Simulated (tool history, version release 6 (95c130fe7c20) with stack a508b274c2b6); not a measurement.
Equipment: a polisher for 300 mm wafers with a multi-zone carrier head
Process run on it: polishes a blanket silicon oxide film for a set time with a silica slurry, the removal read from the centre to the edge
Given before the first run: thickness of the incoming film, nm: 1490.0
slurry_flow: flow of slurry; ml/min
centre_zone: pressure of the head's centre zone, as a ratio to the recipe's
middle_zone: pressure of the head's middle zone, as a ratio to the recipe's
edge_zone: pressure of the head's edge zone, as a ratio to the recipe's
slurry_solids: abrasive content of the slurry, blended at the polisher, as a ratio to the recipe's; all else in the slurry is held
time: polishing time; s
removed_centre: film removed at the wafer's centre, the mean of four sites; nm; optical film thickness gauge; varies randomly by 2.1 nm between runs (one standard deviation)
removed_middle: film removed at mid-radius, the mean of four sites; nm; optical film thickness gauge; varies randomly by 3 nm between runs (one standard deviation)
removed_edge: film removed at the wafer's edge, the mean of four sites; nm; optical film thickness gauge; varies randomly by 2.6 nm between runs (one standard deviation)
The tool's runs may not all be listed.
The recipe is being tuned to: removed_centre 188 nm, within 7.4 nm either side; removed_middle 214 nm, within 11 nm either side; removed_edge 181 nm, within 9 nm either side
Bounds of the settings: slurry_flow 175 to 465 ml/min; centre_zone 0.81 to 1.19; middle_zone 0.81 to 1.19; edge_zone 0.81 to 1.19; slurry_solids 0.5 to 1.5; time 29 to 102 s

run 1 day=0 | slurry_flow=295 centre_zone=1 middle_zone=1 edge_zone=1 slurry_solids=1 time=65 | removed_centre=244.54 removed_middle=238.39 removed_edge=238.57
run 2 day=0.038 | slurry_flow=300 centre_zone=0.99 middle_zone=1.03 edge_zone=0.97 slurry_solids=0.9 time=65 | removed_centre=232.68 removed_middle=235.5 removed_edge=230.59
run 3 day=0.108 | slurry_flow=305 centre_zone=1 middle_zone=1.07 edge_zone=0.94 slurry_solids=0.8 time=64 | removed_centre=218.56 removed_middle=221.42 removed_edge=205.38
run 4 day=0.288 | slurry_flow=280 centre_zone=1 middle_zone=1.07 edge_zone=0.94 slurry_solids=0.8 time=64 | removed_centre=215.91 removed_middle=220.13 removed_edge=198.7
run 5 day=0.483 | slurry_flow=280 centre_zone=0.97 middle_zone=1.07 edge_zone=0.94 slurry_solids=0.8 time=64 | removed_centre=211.31 removed_middle=219.21 removed_edge=204.58
run 6 day=0.858 | slurry_flow=270 centre_zone=0.96 middle_zone=1.1 edge_zone=0.92 slurry_solids=0.75 time=64 | removed_centre=197.01 removed_middle=220.57 removed_edge=197.5
run 7 day=1.154 | slurry_flow=260 centre_zone=0.96 middle_zone=1.11 edge_zone=0.9 slurry_solids=0.75 time=64 | removed_centre=202.45 removed_middle=226.7 removed_edge=197.6
run 8 day=1.35 | slurry_flow=260 centre_zone=0.94 middle_zone=1.11 edge_zone=0.85 slurry_solids=0.6 time=63 | removed_centre=174.04 removed_middle=193.37 removed_edge=170.92

Next run, 5 choices. One meets every target within its allowed miss, the rest don't. Which?
run A day=1.546 | slurry_flow=280 centre_zone=0.86 middle_zone=1.11 edge_zone=0.89 slurry_solids=0.65 time=64 | removed_centre=? removed_middle=? removed_edge=?
run B day=1.546 | slurry_flow=360 centre_zone=0.83 middle_zone=1.19 edge_zone=0.86 slurry_solids=0.65 time=64 | removed_centre=? removed_middle=? removed_edge=?
run C day=1.546 | slurry_flow=360 centre_zone=0.95 middle_zone=1.14 edge_zone=0.88 slurry_solids=0.55 time=69 | removed_centre=? removed_middle=? removed_edge=?
run D day=1.546 | slurry_flow=175 centre_zone=0.91 middle_zone=1.14 edge_zone=0.81 slurry_solids=0.55 time=69 | removed_centre=? removed_middle=? removed_edge=?
run E day=1.546 | slurry_flow=245 centre_zone=0.99 middle_zone=1.01 edge_zone=0.81 slurry_solids=0.7 time=64 | removed_centre=? removed_middle=? removed_edge=?

move=A removed_centre=166.99 removed_middle=205.28 removed_edge=185.99
move=B removed_centre=165.06 removed_middle=221.1 removed_edge=186
move=C removed_centre=187.18 removed_middle=211.74 removed_edge=186.16
move=D removed_centre=164.87 removed_middle=196.4 removed_edge=169.49
move=E removed_centre=196.57 removed_middle=195.85 removed_edge=183.31
A: the biggest miss grows against the last run
B: the biggest miss grows against the last run
C: hits every target within its allowed miss
D: the biggest miss grows against the last run
E: pushes the last run's worst result past its target
So the answer is move C, the one that meets all the targets.
